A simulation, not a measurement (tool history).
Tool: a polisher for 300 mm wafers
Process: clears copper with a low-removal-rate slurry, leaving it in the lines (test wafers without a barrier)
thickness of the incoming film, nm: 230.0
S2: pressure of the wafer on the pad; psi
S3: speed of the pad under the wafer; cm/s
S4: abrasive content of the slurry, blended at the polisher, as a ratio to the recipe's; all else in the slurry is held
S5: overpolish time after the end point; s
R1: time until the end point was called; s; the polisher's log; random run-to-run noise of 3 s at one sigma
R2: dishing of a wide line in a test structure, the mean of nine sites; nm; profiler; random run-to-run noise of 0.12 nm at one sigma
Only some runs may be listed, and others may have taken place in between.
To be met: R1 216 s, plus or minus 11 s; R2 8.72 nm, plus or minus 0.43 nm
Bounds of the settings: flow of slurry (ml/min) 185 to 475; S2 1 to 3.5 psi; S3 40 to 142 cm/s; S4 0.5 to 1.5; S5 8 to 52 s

Run 1, hour 0: flow of slurry (ml/min) 305, S2 2.2 psi, S3 90 cm/s, S4 1, S5 26 s. Result: R1 117.42 s, R2 17.293 nm.
Run 2, hour 3: flow of slurry (ml/min) 305, S2 2.1 psi, S3 88 cm/s, S4 1, S5 24 s. Result: R1 123.38 s, R2 16.101 nm.
Run 3, hour 11: flow of slurry (ml/min) 305, S2 2.1 psi, S3 88 cm/s, S4 1, S5 30 s. Result: R1 122.78 s, R2 17.482 nm.
Run 4, hour 19.4: flow of slurry (ml/min) 310, S2 2 psi, S3 86 cm/s, S4 1.05, S5 27 s. Result: R1 124.71 s, R2 16.284 nm.
Run 5, hour 22.5: flow of slurry (ml/min) 310, S2 1.9 psi, S3 82 cm/s, S4 1.05, S5 25 s. Result: R1 139.79 s, R2 15.659 nm.
At hour 24.5: slurry nozzle cleaned.
Run 6, hour 24.5: flow of slurry (ml/min) 250, S2 1.9 psi, S3 82 cm/s, S4 1.05, S5 25 s. Result: R1 142.11 s, R2 15.511 nm.
Run 7, hour 25.7: flow of slurry (ml/min) 185, S2 1.3 psi, S3 78 cm/s, S4 1.1, S5 12 s. Result: R1 194.04 s, R2 8.2893 nm.
Run 8, hour 27.4: flow of slurry (ml/min) 185, S2 1.3 psi, S3 78 cm/s, S4 1.1, S5 13 s. Result: R1 190.06 s, R2 8.5091 nm.
Run 9, hour 32.9: flow of slurry (ml/min) 185, S2 1 psi, S3 76 cm/s, S4 1.1, S5 19 s. Result: R1 234.51 s, R2 9.9449 nm.

Exactly one of the 5 candidate moves below puts every result within its allowed miss. Which one?
Run A, hour 38.4: flow of slurry (ml/min) 190, S2 1.2 psi, S3 70 cm/s, S4 1.25, S5 15 s. Result: R1 ?, R2 ?.
Run B, hour 38.4: flow of slurry (ml/min) 185, S2 1 psi, S3 80 cm/s, S4 1.05, S5 25 s. Result: R1 ?, R2 ?.
Run C, hour 38.4: flow of slurry (ml/min) 200, S2 1 psi, S3 74 cm/s, S4 1.15, S5 27 s. Result: R1 ?, R2 ?.
Run D, hour 38.4: flow of slurry (ml/min) 245, S2 1 psi, S3 62 cm/s, S4 1.15, S5 22 s. Result: R1 ?, R2 ?.
Run E, hour 38.4: flow of slurry (ml/min) 190, S2 1 psi, S3 64 cm/s, S4 1, S5 20 s. Result: R1 ?, R2 ?.

move      R1      R2
   A  215.19  8.9302
   B  222.66   12.25
   C  232.11   12.51
   D  270.52  9.9354
   E   279.4  9.0726
A: in spec on every target
B: its largest miss is bigger than the last run's
C: its largest miss is bigger than the last run's
D: its largest miss is bigger than the last run's
E: corrects the largest miss of the last run, while another result sits out of spec
The move that meets every target is A.

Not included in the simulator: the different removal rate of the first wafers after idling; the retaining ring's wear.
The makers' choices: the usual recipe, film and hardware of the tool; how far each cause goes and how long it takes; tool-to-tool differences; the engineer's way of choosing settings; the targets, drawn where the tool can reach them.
